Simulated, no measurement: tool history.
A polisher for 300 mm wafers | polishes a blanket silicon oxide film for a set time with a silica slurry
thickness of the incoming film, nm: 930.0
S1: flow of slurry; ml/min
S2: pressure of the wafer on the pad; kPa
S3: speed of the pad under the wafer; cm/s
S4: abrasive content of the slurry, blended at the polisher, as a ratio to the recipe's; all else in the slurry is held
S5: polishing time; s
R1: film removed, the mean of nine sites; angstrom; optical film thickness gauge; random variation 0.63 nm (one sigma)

| run | day | S1 | S2 | S3 | S4 | S5 | R1 |
|---|---|---|---|---|---|---|---|
| 1 | 0 | 255 | 20.7 | 100 | 1 | 25 | 640.41 |
| 2 | 0.283 | 255 | 20.7 | 100 | 0.8 | 25 | 559.96 |
| 3 | 0.533 | 255 | 20 | 100 | 0.8 | 25 | 526.57 |
| 4 | 0.588 | 255 | 20 | 100 | 0.9 | 25 | 585.96 |
| 5 | 0.896 | 255 | 20 | 100 | 0.9 | 22 | 507.4 |
| 6 | 1.138 | 205 | 20 | 100 | 0.9 | 22 | 483.71 |

Forecast run 7:
| 7 | 1.25 | 200 | 20 | 100 | 0.9 | 22 | ? |

{"run 7": {"R1": 508.85}}
